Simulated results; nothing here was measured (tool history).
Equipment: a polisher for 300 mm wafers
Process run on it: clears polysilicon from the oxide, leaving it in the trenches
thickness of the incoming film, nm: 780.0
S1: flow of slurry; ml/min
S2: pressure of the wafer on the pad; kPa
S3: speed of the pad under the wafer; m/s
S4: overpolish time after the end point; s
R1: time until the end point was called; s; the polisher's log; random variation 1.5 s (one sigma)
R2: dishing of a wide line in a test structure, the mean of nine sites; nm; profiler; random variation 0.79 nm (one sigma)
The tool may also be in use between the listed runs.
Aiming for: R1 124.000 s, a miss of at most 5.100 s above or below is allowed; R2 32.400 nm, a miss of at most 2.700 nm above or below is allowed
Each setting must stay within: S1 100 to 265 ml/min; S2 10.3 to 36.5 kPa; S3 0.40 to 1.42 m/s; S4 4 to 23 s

run	hour	S1	S2	S3	S4	R1	R2
1	0.0	170	23.4	0.90	12	46.414	34.138
2	1.9	170	28.3	0.90	12	38.343	33.557
3	5.0	170	28.3	1.10	12	31.691	35.162
4	5.6	210	28.3	1.10	12	31.559	32.685
5	7.6	210	28.3	1.10	7	30.754	32.974
6	12.6	210	33.8	1.10	7	26.033	33.596
7	19.3	190	29.6	0.98	9	33.699	33.076
8	27.6	170	22.8	0.72	6	61.029	28.580
9	32.3	165	20.7	0.68	8	68.608	29.888

Next run, 4 choices. One meets every target within its allowed miss, the rest don't. Which?
A	37.0	210	21.4	0.88	6	?	?
B	37.0	160	19.3	0.40	20	?	?
C	37.0	155	12.4	0.54	13	?	?
D	37.0	170	10.3	0.78	19	?	?

move	R1	R2
A	50.313	30.121
B	121.250	31.850
C	139.720	28.095
D	115.310	31.846
A: its largest miss is bigger than the last run's
B: all results land within tolerance of their targets
C: moves the result that the last run missed by most past its target, out the other side
D: closes in on the targets versus the last run, not all within tolerance yet
Go with B: it meets all targets.
